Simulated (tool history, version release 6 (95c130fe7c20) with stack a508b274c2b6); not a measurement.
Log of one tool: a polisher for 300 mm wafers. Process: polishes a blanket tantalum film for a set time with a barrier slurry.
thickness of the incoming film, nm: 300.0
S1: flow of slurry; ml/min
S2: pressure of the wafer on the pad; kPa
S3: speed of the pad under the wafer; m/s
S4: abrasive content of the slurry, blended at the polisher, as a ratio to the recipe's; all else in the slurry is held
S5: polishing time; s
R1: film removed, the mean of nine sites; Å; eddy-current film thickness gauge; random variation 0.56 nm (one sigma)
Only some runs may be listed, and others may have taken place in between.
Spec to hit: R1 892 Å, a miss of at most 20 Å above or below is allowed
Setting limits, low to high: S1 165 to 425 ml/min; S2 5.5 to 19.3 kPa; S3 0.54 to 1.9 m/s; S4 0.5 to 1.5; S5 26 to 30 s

{"run": 1, "hour": 0.0, "S1": 275, "S2": 12.4, "S3": 1.22, "S4": 1, "S5": 30, "R1": 619.71}
{"run": 2, "hour": 6.3, "S1": 280, "S2": 13.8, "S3": 1.22, "S4": 1, "S5": 30, "R1": 672.18}
{"run": 3, "hour": 12.3, "S1": 280, "S2": 15.2, "S3": 1.22, "S4": 1, "S5": 30, "R1": 719.05}
{"run": 4, "hour": 18.0, "S1": 285, "S2": 15.9, "S3": 1.22, "S4": 1, "S5": 30, "R1": 736.68}
{"run": 5, "hour": 26.7, "S1": 260, "S2": 15.9, "S3": 1.22, "S4": 1, "S5": 30, "R1": 734.97}
{"run": 6, "hour": 30.0, "S1": 275, "S2": 16.5, "S3": 1.22, "S4": 1, "S5": 30, "R1": 762.87}
{"run": 7, "hour": 31.4, "S1": 275, "S2": 19.3, "S3": 1.22, "S4": 1, "S5": 30, "R1": 865.57}
{"run": 8, "hour": 38.3, "S1": 280, "S2": 19.3, "S3": 1.24, "S4": 1, "S5": 30, "R1": 877.36}

5 candidate next runs follow, results not yet known. Just one meets every target within its allowed miss. Identify it.
{"run": "A", "hour": 45.2, "S1": 270, "S2": 18.6, "S3": 1.24, "S4": 1.05, "S5": 29, "R1": "?"}
{"run": "B", "hour": 45.2, "S1": 250, "S2": 19.3, "S3": 1.24, "S4": 1.15, "S5": 28, "R1": "?"}
{"run": "C", "hour": 45.2, "S1": 295, "S2": 19.3, "S3": 1.26, "S4": 1, "S5": 30, "R1": "?"}
{"run": "D", "hour": 45.2, "S1": 295, "S2": 19.3, "S3": 1.2, "S4": 1, "S5": 29, "R1": "?"}
{"run": "E", "hour": 45.2, "S1": 265, "S2": 19.3, "S3": 1.06, "S4": 1.25, "S5": 30, "R1": "?"}

move=A R1=829.89
move=B R1=841.01
move=C R1=885.2
move=D R1=830.93
move=E R1=845.41
A: lands further from the targets than the last run did
B: lands further from the targets than the last run did
C: in spec on every target
D: lands further from the targets than the last run did
E: lands further from the targets than the last run did
Move C is the one to make.
